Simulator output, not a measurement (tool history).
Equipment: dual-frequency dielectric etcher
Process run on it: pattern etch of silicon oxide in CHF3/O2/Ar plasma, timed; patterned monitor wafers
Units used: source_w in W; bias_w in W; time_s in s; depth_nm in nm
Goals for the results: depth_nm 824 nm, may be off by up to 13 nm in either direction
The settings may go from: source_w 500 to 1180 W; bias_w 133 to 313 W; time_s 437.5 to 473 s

run,hour,source_w,bias_w,time_s,depth_nm
1,0,840,223,473,1004.4
2,6.9,840,209,473,978.96
3,10.2,780,205,472.5,947.52
4,15.2,780,205,437.5,883.1
5,19.5,780,241,437.5,943.42
6,22.4,780,241,437.5,942.81
7,23.5,730,239,437.5,930.5
# hour 32.5: wet clean of the chamber
8,32.5,690,233,437.5,887.07
9,34.7,560,230,437.5,850.53
10,43.1,550,229,437.5,851.87
11,51.4,540,227,437.5,842.51
12,55.3,530,226,437.5,839.57

4 candidate next runs follow, results not yet known. Just one meets every target within its allowed miss. Identify it.
A,59.2,570,226,447.5,?
B,59.2,510,213,462,?
C,59.2,510,221,456.5,?
D,59.2,550,205,448.5,?

move,depth_nm
A,866.14
B,855.94
C,859.12
D,827.81
A: misses by more than the last run did
B: misses by more than the last run did
C: misses by more than the last run did
D: meets every target
Answer: D
